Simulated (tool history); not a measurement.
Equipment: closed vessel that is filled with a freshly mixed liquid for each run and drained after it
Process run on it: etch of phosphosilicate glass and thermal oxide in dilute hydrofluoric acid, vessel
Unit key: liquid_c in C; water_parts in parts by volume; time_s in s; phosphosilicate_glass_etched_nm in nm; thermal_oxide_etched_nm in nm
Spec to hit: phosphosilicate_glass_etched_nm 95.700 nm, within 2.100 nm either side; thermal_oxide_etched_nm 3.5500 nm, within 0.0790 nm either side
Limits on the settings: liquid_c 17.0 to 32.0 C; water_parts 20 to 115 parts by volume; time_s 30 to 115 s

| run | day | liquid_c | water_parts | time_s | phosphosilicate_glass_etched_nm | thermal_oxide_etched_nm |
|---|---|---|---|---|---|---|
| 1 | 0.000 | 24.0 | 65 | 60 | 127.180 | 4.6679 |
| 2 | 0.233 | 22.5 | 65 | 60 | 118.710 | 4.4138 |
| 3 | 0.404 | 20.5 | 65 | 60 | 108.940 | 4.0399 |
| 4 | 0.488 | 20.5 | 65 | 80 | 145.020 | 5.3789 |
| 5 | 0.721 | 20.5 | 50 | 80 | 193.820 | 7.1690 |
| 6 | 0.883 | 19.5 | 60 | 80 | 152.760 | 5.6137 |
| 7 | 0.983 | 19.0 | 65 | 80 | 137.630 | 5.1135 |
| 8 | 1.321 | 18.5 | 70 | 80 | 124.120 | 4.6030 |
| 9 | 1.417 | 18.0 | 75 | 80 | 112.190 | 4.1853 |
| 10 | 1.512 | 17.5 | 80 | 80 | 101.990 | 3.7793 |
| 11 | 1.546 | 17.0 | 80 | 80 | 100.280 | 3.7552 |

4 next moves are on the table. One of them brings every result within its allowed miss. Which?
| A | 1.579 | 17.0 | 80 | 85 | ? | ? |
| B | 1.579 | 17.5 | 80 | 85 | ? | ? |
| C | 1.579 | 25.0 | 80 | 60 | ? | ? |
| D | 1.579 | 17.5 | 75 | 70 | ? | ? |

| move | phosphosilicate_glass_etched_nm | thermal_oxide_etched_nm |
|---|---|---|
| A | 106.730 | 3.9443 |
| B | 109.030 | 4.0292 |
| C | 104.810 | 3.8732 |
| D | 96.296 | 3.5587 |
A: further off than the last run
B: further off than the last run
C: further off than the last run
D: every result lands within tolerance
Go with D: it meets all targets.

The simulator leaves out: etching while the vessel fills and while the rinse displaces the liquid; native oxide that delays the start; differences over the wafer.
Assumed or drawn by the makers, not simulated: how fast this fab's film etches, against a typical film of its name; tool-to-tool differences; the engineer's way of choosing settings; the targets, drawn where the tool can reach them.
